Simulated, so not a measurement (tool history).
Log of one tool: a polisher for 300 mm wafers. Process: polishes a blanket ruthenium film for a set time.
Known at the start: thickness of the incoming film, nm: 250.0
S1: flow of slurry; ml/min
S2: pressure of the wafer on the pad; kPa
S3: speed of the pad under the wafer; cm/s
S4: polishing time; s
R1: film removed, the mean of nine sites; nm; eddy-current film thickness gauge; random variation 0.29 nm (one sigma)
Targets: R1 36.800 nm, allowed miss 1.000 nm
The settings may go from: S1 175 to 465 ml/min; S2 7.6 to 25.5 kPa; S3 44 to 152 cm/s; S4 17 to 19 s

run 1 day=0.000 | S1=295 S2=16.5 S3=98 S4=19 | R1=23.691
run 2 day=0.238 | S1=325 S2=16.5 S3=98 S4=19 | R1=24.009
run 3 day=0.583 | S1=325 S2=18.6 S3=98 S4=19 | R1=26.743
run 4 day=0.896 | S1=325 S2=16.5 S3=98 S4=19 | R1=24.332
run 5 day=1.254 | S1=325 S2=20.0 S3=98 S4=19 | R1=28.657
run 6 day=1.567 | S1=325 S2=20.0 S3=98 S4=17 | R1=25.919
run 7 day=1.625 | S1=335 S2=21.4 S3=100 S4=17 | R1=27.886
run 8 day=1.821 | S1=335 S2=22.8 S3=104 S4=17 | R1=31.241
run 9 day=2.008 | S1=335 S2=23.4 S3=106 S4=17 | R1=31.848
run 10 day=2.258 | S1=335 S2=24.1 S3=108 S4=17 | R1=33.867
-- day=2.350 head pressure recalibrated
run 11 day=2.350 | S1=335 S2=24.8 S3=108 S4=17 | R1=31.885

Which of these 5 next moves meets every target?
run A day=2.442 | S1=305 S2=20.0 S3=138 S4=19 | R1=?
run B day=2.442 | S1=415 S2=24.8 S3=92 S4=17 | R1=?
run C day=2.442 | S1=280 S2=24.1 S3=98 S4=17 | R1=?
run D day=2.442 | S1=320 S2=24.8 S3=120 S4=19 | R1=?
run E day=2.442 | S1=350 S2=22.8 S3=96 S4=17 | R1=?

move=A R1=36.668
move=B R1=27.948
move=C R1=28.029
move=D R1=39.677
move=E R1=26.429
A: meets every target
B: further off than the last run
C: further off than the last run
D: takes the result that was furthest off past its target
E: further off than the last run
Move A is the one to make.
